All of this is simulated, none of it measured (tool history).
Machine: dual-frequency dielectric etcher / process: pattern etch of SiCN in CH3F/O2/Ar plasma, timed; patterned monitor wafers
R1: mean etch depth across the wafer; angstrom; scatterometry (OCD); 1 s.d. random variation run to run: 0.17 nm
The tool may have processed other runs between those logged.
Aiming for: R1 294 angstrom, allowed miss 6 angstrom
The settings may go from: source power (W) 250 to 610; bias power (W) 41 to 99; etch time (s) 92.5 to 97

{"run": 1, "day": 0.0, "source power (W)": 430, "bias power (W)": 70, "etch time (s)": 92.5, "R1": 342.91}
{"run": 2, "day": 0.046, "source power (W)": 430, "bias power (W)": 70, "etch time (s)": 92.5, "R1": 344.98}
{"run": 3, "day": 0.254, "source power (W)": 490, "bias power (W)": 70, "etch time (s)": 92.5, "R1": 359.51}
{"run": 4, "day": 0.325, "source power (W)": 460, "bias power (W)": 68, "etch time (s)": 92.5, "R1": 348.74}
{"run": 5, "day": 0.692, "source power (W)": 460, "bias power (W)": 68, "etch time (s)": 97, "R1": 367.42}
{"run": 6, "day": 1.017, "source power (W)": 460, "bias power (W)": 68, "etch time (s)": 92.5, "R1": 349.82}
{"run": 7, "day": 1.238, "source power (W)": 440, "bias power (W)": 67, "etch time (s)": 92.5, "R1": 343.79}
{"run": 8, "day": 1.358, "source power (W)": 350, "bias power (W)": 58, "etch time (s)": 92.5, "R1": 304.28}

Pick the move, out of 5, that brings all results within their allowed miss; only one does.
{"run": "A", "day": 1.479, "source power (W)": 370, "bias power (W)": 63, "etch time (s)": 95, "R1": "?"}
{"run": "B", "day": 1.479, "source power (W)": 300, "bias power (W)": 59, "etch time (s)": 94.5, "R1": "?"}
{"run": "C", "day": 1.479, "source power (W)": 420, "bias power (W)": 48, "etch time (s)": 95, "R1": "?"}
{"run": "D", "day": 1.479, "source power (W)": 370, "bias power (W)": 58, "etch time (s)": 94.5, "R1": "?"}
{"run": "E", "day": 1.479, "source power (W)": 470, "bias power (W)": 49, "etch time (s)": 92.5, "R1": "?"}

move=A R1=324.45
move=B R1=292.27
move=C R1=318.18
move=D R1=315.73
move=E R1=325.44
A: further off than the last run
B: every result lands within tolerance
C: further off than the last run
D: further off than the last run
E: further off than the last run
The move that meets every target is B.
